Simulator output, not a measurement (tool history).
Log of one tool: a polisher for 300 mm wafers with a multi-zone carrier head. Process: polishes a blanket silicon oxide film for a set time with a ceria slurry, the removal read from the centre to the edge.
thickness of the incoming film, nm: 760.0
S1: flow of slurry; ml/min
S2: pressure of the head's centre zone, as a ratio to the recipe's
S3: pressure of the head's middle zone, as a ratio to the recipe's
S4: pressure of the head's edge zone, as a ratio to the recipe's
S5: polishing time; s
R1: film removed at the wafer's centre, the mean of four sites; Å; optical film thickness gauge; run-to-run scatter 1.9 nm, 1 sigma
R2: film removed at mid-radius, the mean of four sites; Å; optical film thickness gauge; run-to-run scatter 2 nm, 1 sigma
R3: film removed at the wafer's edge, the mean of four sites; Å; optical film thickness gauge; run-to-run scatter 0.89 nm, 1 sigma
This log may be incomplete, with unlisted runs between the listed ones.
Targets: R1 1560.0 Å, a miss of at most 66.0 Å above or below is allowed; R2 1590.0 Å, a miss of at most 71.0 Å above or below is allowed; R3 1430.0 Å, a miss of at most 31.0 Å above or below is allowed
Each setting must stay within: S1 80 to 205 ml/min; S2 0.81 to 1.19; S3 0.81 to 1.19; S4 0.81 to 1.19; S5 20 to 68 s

run 1 day=0.000 | S1=135 S2=1.00 S3=1.00 S4=1.00 S5=44 | R1=2437.6 R2=2517.8 R3=2377.3
run 2 day=0.275 | S1=110 S2=1.00 S3=1.00 S4=1.00 S5=44 | R1=2380.4 R2=2373.3 R3=2324.8
run 3 day=0.412 | S1=110 S2=1.00 S3=1.00 S4=0.98 S5=41 | R1=2172.0 R2=2246.6 R3=2118.7
run 4 day=0.538 | S1=110 S2=1.00 S3=0.99 S4=0.96 S5=39 | R1=2078.7 R2=2093.7 R3=1998.5
run 5 day=0.608 | S1=110 S2=1.00 S3=0.99 S4=0.94 S5=38 | R1=2061.8 R2=2079.9 R3=1929.9
run 6 day=0.975 | S1=110 S2=0.99 S3=0.98 S4=0.93 S5=37 | R1=1934.7 R2=1933.5 R3=1882.5
run 7 day=1.200 | S1=110 S2=0.99 S3=0.99 S4=0.92 S5=36 | R1=1915.7 R2=1947.3 R3=1823.5
run 8 day=1.517 | S1=110 S2=0.99 S3=0.99 S4=0.91 S5=35 | R1=1831.7 R2=1914.6 R3=1744.3
run 9 day=1.717 | S1=105 S2=0.99 S3=0.99 S4=0.90 S5=34 | R1=1773.7 R2=1814.1 R3=1686.1
run 10 day=1.846 | S1=105 S2=0.99 S3=0.99 S4=0.89 S5=34 | R1=1777.3 R2=1847.5 R3=1672.5
run 11 day=2.175 | S1=105 S2=0.99 S3=0.99 S4=0.88 S5=34 | R1=1764.1 R2=1856.3 R3=1673.5
run 12 day=2.517 | S1=105 S2=0.99 S3=0.99 S4=0.87 S5=33 | R1=1755.5 R2=1756.2 R3=1602.6
run 13 day=2.833 | S1=105 S2=0.99 S3=0.99 S4=0.86 S5=33 | R1=1748.3 R2=1752.6 R3=1592.8

Next run, 4 choices. One meets every target within its allowed miss, the rest don't. Which?
run A day=3.150 | S1=120 S2=1.02 S3=1.02 S4=0.92 S5=28 | R1=? R2=? R3=?
run B day=3.150 | S1=95 S2=0.87 S3=0.81 S4=0.96 S5=34 | R1=? R2=? R3=?
run C day=3.150 | S1=80 S2=1.06 S3=1.07 S4=0.99 S5=30 | R1=? R2=? R3=?
run D day=3.150 | S1=105 S2=1.07 S3=0.81 S4=0.85 S5=31 | R1=? R2=? R3=?

move=A R1=1595.0 R2=1581.1 R3=1448.4
move=B R1=1590.1 R2=1576.8 R3=1729.3
move=C R1=1562.9 R2=1571.1 R3=1495.1
move=D R1=1772.0 R2=1473.9 R3=1517.1
A: hits every target within its allowed miss
B: misses by more than the last run did
C: closes in on the targets versus the last run, not all within tolerance yet
D: closes in on the targets versus the last run, not all within tolerance yet
The move that meets every target is A.

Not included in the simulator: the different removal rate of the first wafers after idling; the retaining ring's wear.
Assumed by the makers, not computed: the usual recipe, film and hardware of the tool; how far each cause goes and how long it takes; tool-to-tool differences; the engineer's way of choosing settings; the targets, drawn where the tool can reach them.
